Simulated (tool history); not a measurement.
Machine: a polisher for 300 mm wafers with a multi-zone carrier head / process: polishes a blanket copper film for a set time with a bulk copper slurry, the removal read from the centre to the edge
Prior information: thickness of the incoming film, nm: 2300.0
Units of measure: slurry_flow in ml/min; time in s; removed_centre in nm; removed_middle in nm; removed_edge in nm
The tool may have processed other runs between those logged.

Run 1, hour 0: slurry_flow 305 ml/min, centre_zone 1, middle_zone 1, edge_zone 1, slurry_solids 1, time 62 s. Result: removed_centre 958.6 nm, removed_middle 925.63 nm, removed_edge 966.17 nm.
Run 2, hour 4: slurry_flow 305 ml/min, centre_zone 1.01, middle_zone 0.97, edge_zone 0.98, slurry_solids 0.9, time 59 s. Result: removed_centre 910.67 nm, removed_middle 853.1 nm, removed_edge 886.91 nm.
Run 3, hour 12.3: slurry_flow 370 ml/min, centre_zone 1.01, middle_zone 0.97, edge_zone 0.98, slurry_solids 0.9, time 59 s. Result: removed_centre 924.63 nm, removed_middle 893.38 nm, removed_edge 895.45 nm.
Run 4, hour 21.2: slurry_flow 355 ml/min, centre_zone 1.01, middle_zone 0.93, edge_zone 0.97, slurry_solids 0.8, time 57 s. Result: removed_centre 883.52 nm, removed_middle 785.82 nm, removed_edge 829.44 nm.
Run 5, hour 30: slurry_flow 355 ml/min, centre_zone 0.99, middle_zone 0.91, edge_zone 0.95, slurry_solids 0.75, time 56 s. Result: removed_centre 828.19 nm, removed_middle 785.23 nm, removed_edge 812.4 nm.
Run 6, hour 37: slurry_flow 350 ml/min, centre_zone 1, middle_zone 0.89, edge_zone 0.95, slurry_solids 0.7, time 55 s. Result: removed_centre 799.8 nm, removed_middle 718.42 nm, removed_edge 785.49 nm.

Run 7 has not been measured yet. What should we expect?
Run 7, hour 45.3: slurry_flow 350 ml/min, centre_zone 1, middle_zone 0.89, edge_zone 0.95, slurry_solids 0.7, time 55 s. Result: removed_centre ?, removed_middle ?, removed_edge ?.

{"run 7": {"removed_centre": 806.59, "removed_middle": 722.6, "removed_edge": 781.89}}
